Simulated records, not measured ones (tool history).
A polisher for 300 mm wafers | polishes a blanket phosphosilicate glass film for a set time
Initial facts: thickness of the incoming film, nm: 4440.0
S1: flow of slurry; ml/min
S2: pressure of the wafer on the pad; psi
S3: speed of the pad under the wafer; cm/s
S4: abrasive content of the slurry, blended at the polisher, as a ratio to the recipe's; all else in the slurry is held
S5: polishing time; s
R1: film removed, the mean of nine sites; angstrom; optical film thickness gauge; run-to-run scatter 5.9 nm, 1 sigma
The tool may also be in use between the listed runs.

| run | day | S1 | S2 | S3 | S4 | S5 | R1 |
|---|---|---|---|---|---|---|---|
| 1 | 0 | 165 | 3.5 | 76 | 1 | 41 | 3420.6 |
| 2 | 0.071 | 125 | 3.5 | 76 | 1 | 41 | 3153.3 |
| 3 | 0.333 | 125 | 3.5 | 76 | 0.8 | 41 | 2893.9 |
| 4 | 0.621 | 130 | 3.6 | 76 | 0.8 | 41 | 2952.4 |
| 5 | 0.779 | 135 | 3.7 | 76 | 0.8 | 41 | 3044.7 |
| 6 | 1.046 | 135 | 3.7 | 76 | 0.8 | 38 | 2767.7 |
| 7 | 1.312 | 140 | 3.9 | 76 | 0.8 | 38 | 2964.4 |
| 8 | 1.583 | 145 | 4.1 | 76 | 0.8 | 38 | 3075.2 |
| 9 | 1.65 | 150 | 4.2 | 76 | 0.8 | 38 | 3121.9 |
| 10 | 1.821 | 150 | 4.3 | 78 | 0.8 | 38 | 3288.2 |
| 11 | 2.171 | 150 | 4.4 | 78 | 0.8 | 38 | 3374.3 |
| 12 | 2.421 | 150 | 4.5 | 78 | 0.8 | 38 | 3404.1 |
| 13 | 2.679 | 150 | 4.6 | 78 | 0.8 | 38 | 3514.9 |
| 14 | 2.942 | 150 | 4.7 | 78 | 0.8 | 38 | 3511.7 |
| 15 | 3.025 | 155 | 4.8 | 78 | 0.8 | 38 | 3560.9 |
| 16 | 3.304 | 155 | 4.9 | 80 | 0.8 | 38 | 3743.8 |
| 17 | 3.562 | 155 | 5 | 80 | 0.8 | 38 | 3825.4 |

What does the tool deliver on the next run?
| 18 | 3.767 | 160 | 5.2 | 84 | 0.8 | 38 | ? |

Run 18 produced R1 4195.3 angstrom.
